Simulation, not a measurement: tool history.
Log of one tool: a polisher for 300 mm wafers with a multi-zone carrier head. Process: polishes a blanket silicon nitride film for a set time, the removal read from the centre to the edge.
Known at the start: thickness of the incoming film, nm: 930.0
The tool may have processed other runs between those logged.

run  hour  flow of slurry (ml/min)  pressure of the head's centre zone  pressure of the head's middle zone  pressure of the head's edge zone  polishing time (s)  film removed at the wafer's centre (angstrom)  film removed at mid-radius (angstrom)  film removed at the wafer's edge (angstrom)
  1   0.0                      235                                1.00                                1.00                              1.00                  49                                         760.90                                 761.06                                       804.35
  2   8.7                      245                                1.03                                1.03                              1.01                  51                                         807.58                                 803.16                                       847.66
  3  15.1                      245                                1.03                                1.03                              1.04                  51                                         810.47                                 806.56                                       859.38
  4  20.3                      245                                1.03                                1.03                              1.04                  57                                         904.05                                 901.75                                       956.22
  5  26.6                      245                                1.03                                0.97                              1.04                  57                                         914.82                                 848.50                                       942.27
  6  28.1                      245                                1.03                                0.97                              1.12                  57                                         907.61                                 846.47                                       997.46
     34.2  -- edge zone pressure recalibrated
  7  34.2                      250                                1.06                                1.00                              1.10                  58                                         941.41                                 888.85                                       937.60
  8  36.6                      255                                1.07                                1.01                              1.10                  60                                        1003.90                                 921.55                                       976.17
  9  38.4                      255                                1.08                                1.03                              1.10                  61                                        1044.10                                 963.31                                       994.45
 10  46.2                      255                                1.09                                1.05                              1.10                  62                                        1055.10                                1000.30                                      1007.10
 11  52.6                      260                                1.10                                1.06                              1.10                  63                                        1117.70                                1023.00                                      1030.60
 12  54.6                      265                                1.10                                1.08                              1.10                  63                                        1093.60                                1024.30                                      1037.50

For run 13, what comes out?
 13  60.2                      260                                1.11                                1.10                              1.09                  64                                              ?                                      ?                                            ?

For run 13 the tool returned film removed at the wafer's centre (angstrom) 1111.30, film removed at mid-radius (angstrom) 1046.90, film removed at the wafer's edge (angstrom) 1039.90.

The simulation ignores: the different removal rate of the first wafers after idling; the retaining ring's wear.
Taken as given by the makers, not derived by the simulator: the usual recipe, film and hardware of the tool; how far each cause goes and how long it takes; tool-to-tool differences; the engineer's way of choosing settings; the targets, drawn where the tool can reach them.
